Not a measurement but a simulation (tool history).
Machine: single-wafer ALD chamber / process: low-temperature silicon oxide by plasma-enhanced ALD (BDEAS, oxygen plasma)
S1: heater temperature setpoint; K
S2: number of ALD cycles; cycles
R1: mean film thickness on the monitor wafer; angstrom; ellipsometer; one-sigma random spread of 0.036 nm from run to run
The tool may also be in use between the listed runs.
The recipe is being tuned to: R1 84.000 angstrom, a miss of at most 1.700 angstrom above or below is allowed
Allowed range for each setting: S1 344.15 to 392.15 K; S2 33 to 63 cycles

| run | hour | S1 | S2 | R1 |
|---|---|---|---|---|
| 1 | 0.0 | 368.15 | 48 | 73.194 |
| 2 | 2.7 | 368.15 | 53 | 80.877 |
| 3 | 7.3 | 367.15 | 53 | 81.248 |
| 4 | 11.3 | 366.15 | 53 | 82.822 |
| 5 | 18.8 | 370.15 | 53 | 80.501 |
| 6 | 22.9 | 370.15 | 58 | 88.269 |
| 7 | 24.4 | 371.15 | 58 | 87.834 |
| 8 | 29.7 | 372.15 | 58 | 87.927 |
| 9 | 33.2 | 373.15 | 58 | 87.303 |
| 10 | 35.3 | 374.15 | 58 | 87.375 |
| 11 | 43.2 | 375.15 | 58 | 87.538 |

Which one of the following 4 next-run settings gets every result inside its allowed miss? There is exactly one.
| A | 51.1 | 370.15 | 53 | ? |
| B | 51.1 | 371.15 | 53 | ? |
| C | 51.1 | 371.15 | 60 | ? |
| D | 51.1 | 368.15 | 55 | ? |

| move | R1 |
|---|---|
| A | 80.734 |
| B | 80.426 |
| C | 91.048 |
| D | 84.422 |
A: carries the result that was furthest off beyond its target, to the other side
B: carries the result that was furthest off beyond its target, to the other side
C: further off than the last run
D: hits every target within its allowed miss
Go with D: it meets all targets.
